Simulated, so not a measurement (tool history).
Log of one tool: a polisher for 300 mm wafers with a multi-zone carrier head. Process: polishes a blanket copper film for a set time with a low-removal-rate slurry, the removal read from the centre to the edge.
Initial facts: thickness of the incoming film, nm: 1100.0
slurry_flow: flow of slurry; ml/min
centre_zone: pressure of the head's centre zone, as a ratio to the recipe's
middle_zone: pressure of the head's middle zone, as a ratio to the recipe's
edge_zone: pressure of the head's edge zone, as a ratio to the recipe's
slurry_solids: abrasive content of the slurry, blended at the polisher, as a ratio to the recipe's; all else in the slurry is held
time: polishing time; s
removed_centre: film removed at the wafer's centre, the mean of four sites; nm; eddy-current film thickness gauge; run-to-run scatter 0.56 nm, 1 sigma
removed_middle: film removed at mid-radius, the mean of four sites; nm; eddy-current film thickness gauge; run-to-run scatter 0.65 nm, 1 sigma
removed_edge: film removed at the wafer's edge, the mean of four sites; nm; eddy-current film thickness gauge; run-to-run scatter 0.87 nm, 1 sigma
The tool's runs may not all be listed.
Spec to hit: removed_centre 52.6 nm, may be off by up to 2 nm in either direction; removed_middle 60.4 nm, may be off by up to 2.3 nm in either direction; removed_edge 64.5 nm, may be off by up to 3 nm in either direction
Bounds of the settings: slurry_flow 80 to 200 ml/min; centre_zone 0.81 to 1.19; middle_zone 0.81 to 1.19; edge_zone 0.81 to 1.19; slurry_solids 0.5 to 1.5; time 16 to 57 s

run	day	slurry_flow	centre_zone	middle_zone	edge_zone	slurry_solids	time	removed_centre	removed_middle	removed_edge
1	0	130	1	1	1	1	36	72.614	72.636	73.064
2	0.325	130	1	1	1	1.1	36	73.857	73.823	73.321
3	0.6	125	0.97	0.99	0.99	1.05	36	71.708	70.975	72.885
4	0.767	125	1.05	0.99	0.99	1.05	36	76.659	72.63	71.585
5	0.808	120	1.01	1	0.99	0.95	36	70.61	69.351	71.042
6	1.108	120	1.01	1	0.9	0.95	36	70.967	69.49	68.36
7	1.288	115	0.97	1.01	0.9	0.9	36	68.284	68.209	66.57
8	1.592	80	0.87	1.06	1	0.9	32	47.092	55.718	56.348
9	1.767	85	0.87	1.05	1.02	0.9	32	49.12	57.841	57.337
10	2.067	85	0.86	1.03	1.04	0.95	32	49	56.977	60.424
11	2.375	90	0.86	1.03	1.05	0.95	32	50.181	58.894	60.113
12	2.525	90	0.86	1.02	1.06	0.95	32	49.418	58.19	60.417
13	2.654	95	0.86	1.01	1.07	0.95	32	51.353	58.46	60.23

Which single option among these 5 for the next run brings every result within its allowed miss of target? Just one does.
A	2.783	135	0.81	1.19	1.02	0.6	31	?	?	?
B	2.783	130	0.88	0.98	0.99	0.85	30	?	?	?
C	2.783	90	0.84	1	1.06	0.95	34	?	?	?
D	2.783	90	0.89	0.94	1.14	0.9	34	?	?	?
E	2.783	90	0.92	1.08	1.05	0.95	31	?	?	?

move	removed_centre	removed_middle	removed_edge
A	48.393	64.62	57.258
B	52.968	56.381	58.582
C	52.204	59.524	64.766
D	53.93	55.848	66.118
E	51.084	57.919	58.753
A: further off than the last run
B: further off than the last run
C: each result inside its tolerance
D: gets the furthest-off result to its target, but another result is out of tolerance
E: further off than the last run
Go with C: it meets all targets.
